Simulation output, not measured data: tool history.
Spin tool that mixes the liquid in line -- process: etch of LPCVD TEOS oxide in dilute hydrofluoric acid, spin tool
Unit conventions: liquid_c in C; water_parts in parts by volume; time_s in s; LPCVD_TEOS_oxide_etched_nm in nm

run,day,liquid_c,water_parts,time_s,LPCVD_TEOS_oxide_etched_nm
1,0,21,105,145,27.93
2,0.279,21,125,145,22.518
3,0.504,17.5,125,145,19.913
4,0.629,19,120,145,22.147
5,0.954,19,155,145,16.349
6,1.188,20,150,145,17.8
7,1.329,21,145,145,18.947

The next listed run, before its measurement:
8,1.408,22,140,145,?

{"run 8": {"LPCVD_TEOS_oxide_etched_nm": 20.965}}

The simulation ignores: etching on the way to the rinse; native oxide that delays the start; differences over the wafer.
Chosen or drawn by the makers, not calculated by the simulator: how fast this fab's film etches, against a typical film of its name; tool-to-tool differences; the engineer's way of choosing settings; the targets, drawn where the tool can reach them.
